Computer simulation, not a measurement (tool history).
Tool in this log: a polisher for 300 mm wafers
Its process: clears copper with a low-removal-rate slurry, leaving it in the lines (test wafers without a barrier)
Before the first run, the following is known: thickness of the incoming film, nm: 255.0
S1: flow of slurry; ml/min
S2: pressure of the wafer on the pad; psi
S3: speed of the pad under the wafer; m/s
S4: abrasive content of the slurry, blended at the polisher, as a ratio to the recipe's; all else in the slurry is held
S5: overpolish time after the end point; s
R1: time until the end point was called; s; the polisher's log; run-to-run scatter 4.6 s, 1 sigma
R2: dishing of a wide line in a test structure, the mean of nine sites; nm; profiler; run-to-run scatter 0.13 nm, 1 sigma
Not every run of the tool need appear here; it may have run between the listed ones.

run 1 hour=0.0 | S1=285 S2=2.1 S3=1.10 S4=1.0 S5=20 | R1=95.911 R2=36.886
run 2 hour=2.0 | S1=285 S2=2.1 S3=1.10 S4=1.0 S5=16 | R1=97.869 R2=30.347
run 3 hour=5.1 | S1=285 S2=2.4 S3=1.10 S4=1.0 S5=16 | R1=81.954 R2=34.759
run 4 hour=13.2 | S1=285 S2=2.4 S3=0.96 S4=1.0 S5=16 | R1=92.796 R2=31.442
run 5 hour=17.7 | S1=280 S2=2.2 S3=0.84 S4=1.0 S5=14 | R1=113.790 R2=22.392
run 6 hour=20.1 | S1=280 S2=2.2 S3=0.84 S4=1.2 S5=14 | R1=113.880 R2=22.798
run 7 hour=22.3 | S1=280 S2=1.9 S3=0.78 S4=1.2 S5=13 | R1=139.330 R2=17.921
run 8 hour=24.7 | S1=280 S2=1.7 S3=0.74 S4=1.2 S5=13 | R1=167.150 R2=15.439
run 9 hour=30.0 | S1=280 S2=1.6 S3=0.74 S4=1.2 S5=12 | R1=175.750 R2=13.303

Predict the results of run 10:
run 10 hour=34.8 | S1=280 S2=1.5 S3=0.74 S4=1.2 S5=12 | R1=? R2=?

Logged for run 10: R1 195.620 s, R2 12.642 nm.

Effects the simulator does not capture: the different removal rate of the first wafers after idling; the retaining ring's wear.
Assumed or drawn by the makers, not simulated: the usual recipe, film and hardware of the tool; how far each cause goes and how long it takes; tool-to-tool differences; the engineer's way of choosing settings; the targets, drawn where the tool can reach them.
